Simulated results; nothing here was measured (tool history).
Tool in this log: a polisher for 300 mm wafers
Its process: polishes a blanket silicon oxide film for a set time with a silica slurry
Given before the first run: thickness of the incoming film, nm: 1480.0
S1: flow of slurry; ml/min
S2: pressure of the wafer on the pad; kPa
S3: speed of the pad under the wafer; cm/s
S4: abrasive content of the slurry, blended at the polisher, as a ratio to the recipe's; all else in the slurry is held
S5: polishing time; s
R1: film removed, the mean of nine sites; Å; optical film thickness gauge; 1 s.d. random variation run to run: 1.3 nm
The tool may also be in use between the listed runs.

{"run": 1, "hour": 0.0, "S1": 260, "S2": 37.9, "S3": 120, "S4": 1, "S5": 38, "R1": 1766.5}
{"run": 2, "hour": 5.0, "S1": 260, "S2": 37.9, "S3": 120, "S4": 1.15, "S5": 38, "R1": 1904.9}
{"run": 3, "hour": 12.5, "S1": 260, "S2": 30.3, "S3": 120, "S4": 1.15, "S5": 38, "R1": 1536.1}
{"run": 4, "hour": 20.8, "S1": 260, "S2": 30.3, "S3": 144, "S4": 1.15, "S5": 38, "R1": 1745.4}
{"run": 5, "hour": 26.5, "S1": 260, "S2": 30.3, "S3": 144, "S4": 1.05, "S5": 38, "R1": 1707.5}
{"run": 6, "hour": 27.6, "S1": 260, "S2": 30.3, "S3": 120, "S4": 1.05, "S5": 38, "R1": 1488.4}
{"run": 7, "hour": 36.5, "S1": 260, "S2": 29.6, "S3": 120, "S4": 1.05, "S5": 38, "R1": 1452.5}
{"run": 8, "hour": 45.2, "S1": 260, "S2": 29.6, "S3": 120, "S4": 1.05, "S5": 38, "R1": 1467.7}

Run 9 comes next. What will it give?
{"run": 9, "hour": 52.8, "S1": 260, "S2": 29.6, "S3": 120, "S4": 1.05, "S5": 38, "R1": "?"}

Logged for run 9: R1 1437.9 Å.

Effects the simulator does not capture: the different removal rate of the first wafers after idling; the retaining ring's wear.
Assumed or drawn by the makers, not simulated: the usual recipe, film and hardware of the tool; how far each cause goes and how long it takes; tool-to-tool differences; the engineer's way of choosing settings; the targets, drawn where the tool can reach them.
